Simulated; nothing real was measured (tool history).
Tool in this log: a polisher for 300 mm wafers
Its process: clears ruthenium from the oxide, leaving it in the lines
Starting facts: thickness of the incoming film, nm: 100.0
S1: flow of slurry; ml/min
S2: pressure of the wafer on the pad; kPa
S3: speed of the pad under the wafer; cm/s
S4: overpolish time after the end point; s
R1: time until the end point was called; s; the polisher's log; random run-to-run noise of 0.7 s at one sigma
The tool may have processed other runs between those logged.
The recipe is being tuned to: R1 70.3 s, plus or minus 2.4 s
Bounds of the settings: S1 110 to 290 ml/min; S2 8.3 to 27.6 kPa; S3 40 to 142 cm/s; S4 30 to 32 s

run  hour   S1    S2  S3  S4      R1
  1     0  185  17.9  90  30  87.849
  2   7.2  190  18.6  90  30  85.018
  3   8.5  190  18.6  90  30  84.449
  4  15.8  190  18.6  90  30  85.283
  5  21.1  190  19.3  90  30  83.202
  6  26.2  190    20  90  30  79.356
  7  28.5  190    20  90  30  78.713
  8  33.9  190  20.7  90  30  76.079
  9  38.4  195  21.4  90  30  73.952

Next run, 5 choices. One meets every target within its allowed miss, the rest don't. Which?
  A  42.9  180  15.9  116  30   ?
  B  42.9  205  19.3   90  31   ?
  C  42.9  240  20.7   96  32   ?
  D  42.9  210  22.1   80  32   ?
  E  42.9  190  16.5  108  32   ?

move      R1
   A  78.525
   B  81.567
   C  70.268
   D   80.02
   E  80.163
A: lands further from the targets than the last run did
B: lands further from the targets than the last run did
C: all results in spec
D: lands further from the targets than the last run did
E: lands further from the targets than the last run did
The move that meets every target is C.
